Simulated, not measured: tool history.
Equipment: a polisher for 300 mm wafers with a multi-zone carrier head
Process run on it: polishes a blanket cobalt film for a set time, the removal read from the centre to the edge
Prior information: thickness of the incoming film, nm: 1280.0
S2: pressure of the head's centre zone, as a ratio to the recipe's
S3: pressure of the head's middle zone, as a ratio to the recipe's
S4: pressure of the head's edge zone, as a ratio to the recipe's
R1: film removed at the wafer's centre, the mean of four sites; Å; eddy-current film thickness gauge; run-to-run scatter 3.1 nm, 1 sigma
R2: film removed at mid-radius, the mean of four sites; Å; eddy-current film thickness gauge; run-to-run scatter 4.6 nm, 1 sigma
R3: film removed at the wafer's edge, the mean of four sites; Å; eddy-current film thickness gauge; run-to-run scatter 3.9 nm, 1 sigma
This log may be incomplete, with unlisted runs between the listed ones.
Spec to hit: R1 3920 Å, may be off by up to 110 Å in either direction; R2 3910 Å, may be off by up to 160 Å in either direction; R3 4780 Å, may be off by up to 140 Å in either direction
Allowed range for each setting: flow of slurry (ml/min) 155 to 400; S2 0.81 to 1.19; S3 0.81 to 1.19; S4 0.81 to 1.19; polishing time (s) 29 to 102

Run 1, day 0: flow of slurry (ml/min) 255, S2 1, S3 1, S4 1, polishing time (s) 65. Result: R1 4053.9 Å, R2 3832.6 Å, R3 3906.9 Å.
Run 2, day 0.121: flow of slurry (ml/min) 260, S2 0.96, S3 0.97, S4 1.06, polishing time (s) 67. Result: R1 3941.6 Å, R2 3839 Å, R3 4184.5 Å.
Run 3, day 0.462: flow of slurry (ml/min) 260, S2 0.96, S3 0.97, S4 1.06, polishing time (s) 82. Result: R1 4829 Å, R2 4829.9 Å, R3 5066.3 Å.
Run 4, day 0.804: flow of slurry (ml/min) 260, S2 0.96, S3 0.89, S4 1.06, polishing time (s) 82. Result: R1 4849.8 Å, R2 4477.3 Å, R3 5101.1 Å.
Run 5, day 0.896: flow of slurry (ml/min) 260, S2 0.96, S3 0.83, S4 1.06, polishing time (s) 82. Result: R1 4835.8 Å, R2 4324.2 Å, R3 5090.3 Å.
Run 6, day 1.179: flow of slurry (ml/min) 245, S2 0.92, S3 0.82, S4 1.07, polishing time (s) 81. Result: R1 4590.8 Å, R2 4072.8 Å, R3 5049.9 Å.
Run 7, day 1.312: flow of slurry (ml/min) 240, S2 0.88, S3 0.84, S4 1.06, polishing time (s) 80. Result: R1 4319.7 Å, R2 4123.6 Å, R3 5032.5 Å.
Run 8, day 1.475: flow of slurry (ml/min) 235, S2 0.86, S3 0.84, S4 1.04, polishing time (s) 79. Result: R1 4049.1 Å, R2 4031.1 Å, R3 4826.4 Å.

Below are 5 possible settings for the next run. Only one of them brings all results inside the allowed miss of their targets. Which is it?
Run A, day 1.638: flow of slurry (ml/min) 250, S2 0.83, S3 0.82, S4 1.04, polishing time (s) 78. Result: R1 ?, R2 ?, R3 ?.
Run B, day 1.638: flow of slurry (ml/min) 280, S2 0.9, S3 0.81, S4 1.11, polishing time (s) 74. Result: R1 ?, R2 ?, R3 ?.
Run C, day 1.638: flow of slurry (ml/min) 205, S2 0.92, S3 0.81, S4 1.16, polishing time (s) 79. Result: R1 ?, R2 ?, R3 ?.
Run D, day 1.638: flow of slurry (ml/min) 210, S2 0.83, S3 0.95, S4 1.05, polishing time (s) 79. Result: R1 ?, R2 ?, R3 ?.
Run E, day 1.638: flow of slurry (ml/min) 245, S2 0.9, S3 0.82, S4 1.07, polishing time (s) 77. Result: R1 ?, R2 ?, R3 ?.

move      R1      R2      R3
   A  3990.6  3973.8  4756.4
   B  4198.5  3807.5  4729.7
   C  4281.2  3825.2  4943.3
   D  3886.6  4343.1  4710.3
   E  4256.8  3906.5  4749.1
A: all results in spec
B: its largest miss is bigger than the last run's
C: its largest miss is bigger than the last run's
D: brings the result that was furthest off to its target, and leaves another outside
E: its largest miss is bigger than the last run's
So the answer is move A, the one that meets all the targets.
